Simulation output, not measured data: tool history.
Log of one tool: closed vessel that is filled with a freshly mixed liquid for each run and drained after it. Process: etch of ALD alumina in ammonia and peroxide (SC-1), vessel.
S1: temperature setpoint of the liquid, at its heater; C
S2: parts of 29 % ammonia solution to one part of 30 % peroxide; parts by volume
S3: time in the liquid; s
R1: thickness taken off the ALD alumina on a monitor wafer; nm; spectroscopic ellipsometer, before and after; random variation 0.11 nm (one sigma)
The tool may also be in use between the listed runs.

Run 1, hour 0.0: S1 60.0 C, S2 0.40 parts by volume, S3 210 s. Result: R1 10.1590 nm.
Run 2, hour 8.3: S1 61.5 C, S2 0.40 parts by volume, S3 210 s. Result: R1 11.1080 nm.
Run 3, hour 14.0: S1 55.5 C, S2 0.40 parts by volume, S3 210 s. Result: R1 8.0815 nm.
Run 4, hour 20.6: S1 55.5 C, S2 0.25 parts by volume, S3 210 s. Result: R1 7.7013 nm.
Run 5, hour 28.5: S1 57.5 C, S2 0.25 parts by volume, S3 210 s. Result: R1 8.6764 nm.
Run 6, hour 29.5: S1 59.5 C, S2 0.25 parts by volume, S3 210 s. Result: R1 9.4338 nm.
Run 7, hour 36.1: S1 67.5 C, S2 0.40 parts by volume, S3 215 s. Result: R1 15.1090 nm.

Forecast run 8:
Run 8, hour 38.4: S1 68.0 C, S2 0.40 parts by volume, S3 215 s. Result: R1 ?.

Run 8 gave R1 15.6110 nm.

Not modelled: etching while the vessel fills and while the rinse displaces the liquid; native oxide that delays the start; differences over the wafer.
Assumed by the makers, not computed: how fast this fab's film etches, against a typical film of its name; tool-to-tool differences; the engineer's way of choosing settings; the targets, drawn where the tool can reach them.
